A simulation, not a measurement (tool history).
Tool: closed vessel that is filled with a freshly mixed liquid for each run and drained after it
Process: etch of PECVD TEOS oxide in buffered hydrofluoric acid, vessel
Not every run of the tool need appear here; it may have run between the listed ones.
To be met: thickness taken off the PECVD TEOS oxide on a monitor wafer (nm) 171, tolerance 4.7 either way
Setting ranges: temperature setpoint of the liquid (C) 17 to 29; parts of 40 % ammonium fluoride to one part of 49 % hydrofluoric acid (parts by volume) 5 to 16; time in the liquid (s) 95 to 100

run  hour  temperature setpoint of the liquid (C)  parts of 40 % ammonium fluoride to one part of 49 % hydrofluoric acid (parts by volume)  time in the liquid (s)  thickness taken off the PECVD TEOS oxide on a monitor wafer (nm)
  1     0                                      21                                                                                      9.5                      95                                                            89.674
  2     6                                    24.5                                                                                      9.5                      95                                                            109.05
  3   8.9                                    24.5                                                                                       12                      95                                                            87.522
  4  12.6                                    24.5                                                                                       12                      95                                                            88.962
  5  13.4                                    27.5                                                                                       12                      95                                                             105.6
  6  22.2                                    27.5                                                                                     13.5                      95                                                            93.214
  7  29.7                                      28                                                                                       12                      95                                                            107.57
  8  33.3                                      28                                                                                       11                      95                                                            116.06
  9  37.4                                      28                                                                                       10                      95                                                            127.28
 10  44.5                                      28                                                                                      9.5                      95                                                            131.51
 11  52.8                                      28                                                                                        9                      95                                                            135.27
 12  58.9                                      28                                                                                      8.5                      95                                                             143.3
 13    63                                      28                                                                                        8                      95                                                            153.28

4 candidate next runs follow, results not yet known. Just one meets every target within its allowed miss. Identify it.
  A  67.1                                      29                                                                                      7.5                     100                                                                 ?
  B  67.1                                      25                                                                                        7                      95                                                                 ?
  C  67.1                                      29                                                                                        8                     100                                                                 ?
  D  67.1                                    25.5                                                                                        6                     100                                                                 ?

move  thickness taken off the PECVD TEOS oxide on a monitor wafer (nm)
   A                                                             182.9
   B                                                            150.84
   C                                                            170.58
   D                                                            186.49
A: moves the result that the last run missed by most past its target, out the other side
B: its largest miss is bigger than the last run's
C: all results in spec
D: moves the result that the last run missed by most past its target, out the other side
Answer: C
